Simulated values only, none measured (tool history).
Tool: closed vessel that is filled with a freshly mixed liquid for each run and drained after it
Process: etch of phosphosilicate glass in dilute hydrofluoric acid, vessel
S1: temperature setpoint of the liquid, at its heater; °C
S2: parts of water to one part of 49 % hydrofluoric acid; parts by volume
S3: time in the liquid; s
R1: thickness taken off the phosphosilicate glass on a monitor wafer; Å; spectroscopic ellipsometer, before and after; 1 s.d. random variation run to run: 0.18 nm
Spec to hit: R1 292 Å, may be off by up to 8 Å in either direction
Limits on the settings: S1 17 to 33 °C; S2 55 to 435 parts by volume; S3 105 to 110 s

{"run": 1, "day": 0.0, "S1": 25, "S2": 245, "S3": 105, "R1": 217.44}
{"run": 2, "day": 0.071, "S1": 26.5, "S2": 245, "S3": 105, "R1": 227.15}
{"run": 3, "day": 0.325, "S1": 23, "S2": 245, "S3": 105, "R1": 205.04}
{"run": 4, "day": 0.396, "S1": 25, "S2": 240, "S3": 105, "R1": 225.01}
{"run": 5, "day": 0.675, "S1": 26.5, "S2": 240, "S3": 105, "R1": 236.99}
{"run": 6, "day": 0.85, "S1": 26.5, "S2": 240, "S3": 110, "R1": 247.04}
{"run": 7, "day": 1.112, "S1": 27.5, "S2": 240, "S3": 110, "R1": 254.11}
{"run": 8, "day": 1.283, "S1": 28.5, "S2": 240, "S3": 110, "R1": 265.7}

Exactly one of the 5 candidate moves below puts every result within its allowed miss. Which one?
{"run": "A", "day": 1.454, "S1": 29.5, "S2": 230, "S3": 105, "R1": "?"}
{"run": "B", "day": 1.454, "S1": 30, "S2": 225, "S3": 105, "R1": "?"}
{"run": "C", "day": 1.454, "S1": 29, "S2": 260, "S3": 105, "R1": "?"}
{"run": "D", "day": 1.454, "S1": 27.5, "S2": 230, "S3": 110, "R1": "?"}
{"run": "E", "day": 1.454, "S1": 30, "S2": 260, "S3": 105, "R1": "?"}

move=A R1=277.6
move=B R1=290.34
move=C R1=233.3
move=D R1=271.48
move=E R1=241.19
A: nearer than the last run, and not there yet
B: in spec on every target
C: the biggest miss grows against the last run
D: nearer than the last run, and not there yet
E: the biggest miss grows against the last run
The move that meets every target is B.

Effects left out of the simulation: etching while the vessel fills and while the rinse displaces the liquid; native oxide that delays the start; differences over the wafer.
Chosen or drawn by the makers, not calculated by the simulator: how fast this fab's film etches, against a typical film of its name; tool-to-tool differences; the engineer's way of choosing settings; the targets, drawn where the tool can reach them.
